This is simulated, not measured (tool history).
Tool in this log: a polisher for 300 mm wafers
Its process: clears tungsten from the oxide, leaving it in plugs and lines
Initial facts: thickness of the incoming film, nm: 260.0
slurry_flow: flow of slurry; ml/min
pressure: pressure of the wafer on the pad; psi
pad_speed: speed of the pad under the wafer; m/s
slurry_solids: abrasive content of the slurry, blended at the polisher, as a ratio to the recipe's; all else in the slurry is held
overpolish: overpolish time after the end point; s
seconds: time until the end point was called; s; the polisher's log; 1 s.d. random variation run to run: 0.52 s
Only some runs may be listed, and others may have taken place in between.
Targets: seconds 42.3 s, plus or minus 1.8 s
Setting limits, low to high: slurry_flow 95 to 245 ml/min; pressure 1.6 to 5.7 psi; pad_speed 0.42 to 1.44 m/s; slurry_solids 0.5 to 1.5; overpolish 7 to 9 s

run 1 hour=0 | slurry_flow=155 pressure=3.6 pad_speed=0.92 slurry_solids=1 overpolish=9 | seconds=61.659
run 2 hour=4.6 | slurry_flow=160 pressure=4 pad_speed=0.92 slurry_solids=1 overpolish=9 | seconds=56.229
run 3 hour=12.7 | slurry_flow=160 pressure=4 pad_speed=0.92 slurry_solids=1 overpolish=9 | seconds=56.881
run 4 hour=15.4 | slurry_flow=160 pressure=4.4 pad_speed=0.92 slurry_solids=1 overpolish=9 | seconds=51.671
run 5 hour=19.8 | slurry_flow=160 pressure=4.7 pad_speed=0.92 slurry_solids=1 overpolish=9 | seconds=48.075
run 6 hour=24.7 | slurry_flow=160 pressure=3.9 pad_speed=0.92 slurry_solids=1 overpolish=9 | seconds=57.217
run 7 hour=28.5 | slurry_flow=165 pressure=4.3 pad_speed=0.92 slurry_solids=1 overpolish=9 | seconds=52.05
run 8 hour=30.2 | slurry_flow=170 pressure=4.5 pad_speed=0.92 slurry_solids=1 overpolish=9 | seconds=49.775
run 9 hour=36.7 | slurry_flow=170 pressure=4.7 pad_speed=0.92 slurry_solids=1 overpolish=9 | seconds=46.807

Of the 4 settings listed for the next run, only one would bring every result within its allowed miss of target. Which one?
run A hour=43.2 | slurry_flow=170 pressure=5.7 pad_speed=0.86 slurry_solids=1.35 overpolish=9 | seconds=?
run B hour=43.2 | slurry_flow=150 pressure=4.1 pad_speed=1.04 slurry_solids=0.95 overpolish=9 | seconds=?
run C hour=43.2 | slurry_flow=140 pressure=4.7 pad_speed=1.08 slurry_solids=1 overpolish=9 | seconds=?
run D hour=43.2 | slurry_flow=160 pressure=4.8 pad_speed=0.8 slurry_solids=1.1 overpolish=8 | seconds=?

move=A seconds=38.496
move=B seconds=49.336
move=C seconds=41.56
move=D seconds=51.991
A: the result that was furthest off in the last run now lies on the other side of its target
B: moves away from the targets compared with the last run
C: each result inside its tolerance
D: moves away from the targets compared with the last run
Correct choice: C, which meets every target
